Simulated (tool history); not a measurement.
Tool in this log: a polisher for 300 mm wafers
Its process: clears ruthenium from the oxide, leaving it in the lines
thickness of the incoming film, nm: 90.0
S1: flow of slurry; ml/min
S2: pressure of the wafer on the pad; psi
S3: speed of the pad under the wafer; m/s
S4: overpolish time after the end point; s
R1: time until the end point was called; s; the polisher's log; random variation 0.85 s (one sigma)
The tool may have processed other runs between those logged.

{"run": 1, "hour": 0.0, "S1": 300, "S2": 2.8, "S3": 1.1, "S4": 29, "R1": 49.558}
{"run": 2, "hour": 1.1, "S1": 275, "S2": 2.8, "S3": 1.1, "S4": 29, "R1": 49.633}
{"run": 3, "hour": 6.4, "S1": 275, "S2": 2.6, "S3": 1.1, "S4": 29, "R1": 52.59}
{"run": 4, "hour": 12.7, "S1": 275, "S2": 2.6, "S3": 1.22, "S4": 29, "R1": 46.283}
{"run": 5, "hour": 14.1, "S1": 275, "S2": 2.4, "S3": 1.22, "S4": 29, "R1": 50.077}
{"run": 6, "hour": 21.1, "S1": 275, "S2": 2, "S3": 1.22, "S4": 29, "R1": 57.137}
{"run": 7, "hour": 23.6, "S1": 275, "S2": 1.9, "S3": 1.22, "S4": 29, "R1": 59.442}

Predict the results of run 8:
{"run": 8, "hour": 30.4, "S1": 275, "S2": 1.8, "S3": 1.22, "S4": 29, "R1": "?"}

Run 8 gave R1 61.858 s.
